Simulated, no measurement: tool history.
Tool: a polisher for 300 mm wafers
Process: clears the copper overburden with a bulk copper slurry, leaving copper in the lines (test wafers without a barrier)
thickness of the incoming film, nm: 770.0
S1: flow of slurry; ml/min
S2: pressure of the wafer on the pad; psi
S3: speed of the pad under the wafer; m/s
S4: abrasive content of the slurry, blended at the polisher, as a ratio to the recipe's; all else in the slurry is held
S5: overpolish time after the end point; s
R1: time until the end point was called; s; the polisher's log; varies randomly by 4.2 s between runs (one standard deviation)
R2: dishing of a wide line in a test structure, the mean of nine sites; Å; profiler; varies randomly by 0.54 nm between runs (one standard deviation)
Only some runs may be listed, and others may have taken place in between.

run    day   S1   S2    S3   S4  S5      R1      R2
  1  0.000  285  1.7  0.88  1.0  19  191.33  470.97
  2  0.192  285  1.6  0.88  1.0  17  199.29  402.58
  3  0.450  245  1.6  0.88  1.0  17  199.94  395.57
  4  0.617  245  1.6  0.88  1.0  10  203.02  263.96
  5  0.862  245  1.5  0.88  1.0  11  213.89  272.91
  6  1.212  245  1.5  0.88  1.0  18  213.82  408.72
  7  1.512  245  1.5  0.88  1.0  17  205.98  377.67
  8  1.617  245  1.4  0.88  1.0  17  225.79  364.18

Run 9 is up next; what results do you expect?
  9  1.962  245  1.4  0.88  1.0  16   ?   ?

{"run 9": {"R1": 222.93, "R2": 343.05}}
